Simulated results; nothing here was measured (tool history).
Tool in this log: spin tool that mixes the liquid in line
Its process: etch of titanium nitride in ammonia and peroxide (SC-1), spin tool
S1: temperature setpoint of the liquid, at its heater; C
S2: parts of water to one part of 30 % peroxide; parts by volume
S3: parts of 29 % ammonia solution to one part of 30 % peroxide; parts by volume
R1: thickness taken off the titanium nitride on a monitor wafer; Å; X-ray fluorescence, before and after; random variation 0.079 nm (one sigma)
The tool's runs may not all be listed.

Run 1, hour 0: S1 56 C, S2 6.5 parts by volume, S3 0.75 parts by volume, time under the liquid (s) 65. Result: R1 154.75 Å.
Run 2, hour 8.2: S1 55 C, S2 6.5 parts by volume, S3 0.75 parts by volume, time under the liquid (s) 65. Result: R1 145.38 Å.
Run 3, hour 11.4: S1 54 C, S2 6.5 parts by volume, S3 0.75 parts by volume, time under the liquid (s) 65. Result: R1 136.49 Å.
Run 4, hour 12.1: S1 53 C, S2 6.5 parts by volume, S3 0.75 parts by volume, time under the liquid (s) 65. Result: R1 128.61 Å.
Run 5, hour 20.8: S1 53 C, S2 6.5 parts by volume, S3 0.9 parts by volume, time under the liquid (s) 65. Result: R1 132.6 Å.
Run 6, hour 21.8: S1 52 C, S2 6.5 parts by volume, S3 0.9 parts by volume, time under the liquid (s) 65. Result: R1 123.48 Å.
Run 7, hour 30.1: S1 51.5 C, S2 6.5 parts by volume, S3 0.9 parts by volume, time under the liquid (s) 65. Result: R1 118.8 Å.

Run 8 comes next. What will it give?
Run 8, hour 34.6: S1 51 C, S2 6.5 parts by volume, S3 0.9 parts by volume, time under the liquid (s) 65. Result: R1 ?.

R1: 113.58 Å

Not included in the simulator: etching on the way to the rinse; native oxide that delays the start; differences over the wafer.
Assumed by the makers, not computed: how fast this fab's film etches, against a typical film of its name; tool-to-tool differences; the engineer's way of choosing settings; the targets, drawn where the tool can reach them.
